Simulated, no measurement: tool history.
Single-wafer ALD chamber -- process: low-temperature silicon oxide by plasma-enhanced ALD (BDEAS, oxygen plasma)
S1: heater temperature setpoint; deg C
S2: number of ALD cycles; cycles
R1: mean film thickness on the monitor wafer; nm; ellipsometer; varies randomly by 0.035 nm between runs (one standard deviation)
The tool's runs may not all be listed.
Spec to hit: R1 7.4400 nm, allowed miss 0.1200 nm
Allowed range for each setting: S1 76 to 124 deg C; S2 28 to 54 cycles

run	hour	S1	S2	R1
1	0.0	100	41	6.1797
2	3.9	100	37	5.5396
3	5.6	96	40	6.1208
4	8.4	100	40	6.0480
5	15.5	96	42	6.4762
6	21.8	91	43	6.6876
7	28.8	89	44	6.9115
8	33.7	87	45	7.1445
9	34.5	85	45	7.1780
10	41.1	83	45	7.2451
11	45.7	82	45	7.2764
12	48.0	81	45	7.3169

Below are 5 possible settings for the next run. Only one of them brings all results inside the allowed miss of their targets. Which is it?
A	50.3	78	43	?
B	50.3	84	44	?
C	50.3	78	45	?
D	50.3	76	43	?
E	50.3	82	44	?

move	R1
A	7.0765
B	7.0771
C	7.4056
D	7.1299
E	7.1317
A: moves away from the targets compared with the last run
B: moves away from the targets compared with the last run
C: meets every target
D: moves away from the targets compared with the last run
E: moves away from the targets compared with the last run
Correct choice: C, which meets every target
